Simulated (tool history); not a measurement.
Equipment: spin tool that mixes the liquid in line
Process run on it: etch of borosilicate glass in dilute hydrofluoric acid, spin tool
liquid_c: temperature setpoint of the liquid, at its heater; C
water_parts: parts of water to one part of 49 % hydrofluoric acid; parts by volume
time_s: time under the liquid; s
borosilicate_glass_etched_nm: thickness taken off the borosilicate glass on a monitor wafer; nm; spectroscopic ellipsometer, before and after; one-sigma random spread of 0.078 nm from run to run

Run 1, day 0.000: liquid_c 23.0 C, water_parts 95 parts by volume, time_s 80 s. Result: borosilicate_glass_etched_nm 19.776 nm.
Run 2, day 0.125: liquid_c 23.0 C, water_parts 70 parts by volume, time_s 80 s. Result: borosilicate_glass_etched_nm 27.618 nm.
Run 3, day 0.242: liquid_c 22.5 C, water_parts 75 parts by volume, time_s 80 s. Result: borosilicate_glass_etched_nm 25.192 nm.
Run 4, day 0.600: liquid_c 22.0 C, water_parts 80 parts by volume, time_s 80 s. Result: borosilicate_glass_etched_nm 22.878 nm.
Run 5, day 0.804: liquid_c 21.5 C, water_parts 85 parts by volume, time_s 80 s. Result: borosilicate_glass_etched_nm 20.847 nm.
Run 6, day 1.008: liquid_c 23.0 C, water_parts 85 parts by volume, time_s 80 s. Result: borosilicate_glass_etched_nm 22.048 nm.
Run 7, day 1.288: liquid_c 22.5 C, water_parts 90 parts by volume, time_s 80 s. Result: borosilicate_glass_etched_nm 20.575 nm.
Run 8, day 1.438: liquid_c 22.0 C, water_parts 95 parts by volume, time_s 80 s. Result: borosilicate_glass_etched_nm 19.034 nm.
Run 9, day 1.508: liquid_c 22.0 C, water_parts 95 parts by volume, time_s 80 s. Result: borosilicate_glass_etched_nm 18.581 nm.
Run 10, day 1.679: liquid_c 21.5 C, water_parts 100 parts by volume, time_s 80 s. Result: borosilicate_glass_etched_nm 17.449 nm.
Run 11, day 1.896: liquid_c 21.0 C, water_parts 105 parts by volume, time_s 80 s. Result: borosilicate_glass_etched_nm 16.135 nm.

Expected results for the next run?
Run 12, day 2.204: liquid_c 20.5 C, water_parts 110 parts by volume, time_s 80 s. Result: borosilicate_glass_etched_nm ?.

{"run 12": {"borosilicate_glass_etched_nm": 15.116}}
